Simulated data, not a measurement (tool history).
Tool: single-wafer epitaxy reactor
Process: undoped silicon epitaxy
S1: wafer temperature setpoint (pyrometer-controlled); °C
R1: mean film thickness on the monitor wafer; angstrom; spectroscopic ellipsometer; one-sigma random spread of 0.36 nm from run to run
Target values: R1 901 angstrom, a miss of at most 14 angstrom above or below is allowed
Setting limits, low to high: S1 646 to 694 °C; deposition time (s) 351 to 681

Run 1, day 0: S1 670 °C, deposition time (s) 516. Result: R1 1330.3 angstrom.
Run 2, day 0.1: S1 670 °C, deposition time (s) 576. Result: R1 1477.1 angstrom.
Run 3, day 0.396: S1 670 °C, deposition time (s) 618. Result: R1 1600 angstrom.
Run 4, day 0.629: S1 670 °C, deposition time (s) 552. Result: R1 1407.9 angstrom.
Run 5, day 0.833: S1 675 °C, deposition time (s) 552. Result: R1 1571.1 angstrom.
Run 6, day 1.033: S1 675 °C, deposition time (s) 626. Result: R1 1758.8 angstrom.
Run 7, day 1.079: S1 666 °C, deposition time (s) 600. Result: R1 1437.2 angstrom.
Run 8, day 1.4: S1 660 °C, deposition time (s) 581. Result: R1 1242.3 angstrom.
Run 9, day 1.579: S1 656 °C, deposition time (s) 569. Result: R1 1131.7 angstrom.
Run 10, day 1.671: S1 653 °C, deposition time (s) 561. Result: R1 1051.9 angstrom.
Run 11, day 1.725: S1 651 °C, deposition time (s) 556. Result: R1 1003.9 angstrom.

Below are 5 possible settings for the next run. Only one of them brings all results inside the allowed miss of their targets. Which is it?
Run A, day 1.779: S1 649 °C, deposition time (s) 501. Result: R1 ?.
Run B, day 1.779: S1 651 °C, deposition time (s) 484. Result: R1 ?.
Run C, day 1.779: S1 651 °C, deposition time (s) 483. Result: R1 ?.
Run D, day 1.779: S1 655 °C, deposition time (s) 465. Result: R1 ?.
Run E, day 1.779: S1 646 °C, deposition time (s) 528. Result: R1 ?.

move      R1
   A  875.75
   B  878.71
   C  876.89
   D  910.29
   E  871.71
A: the result that was furthest off in the last run now lies on the other side of its target
B: the result that was furthest off in the last run now lies on the other side of its target
C: the result that was furthest off in the last run now lies on the other side of its target
D: every result lands within tolerance
E: the result that was furthest off in the last run now lies on the other side of its target
Go with D: it meets all targets.
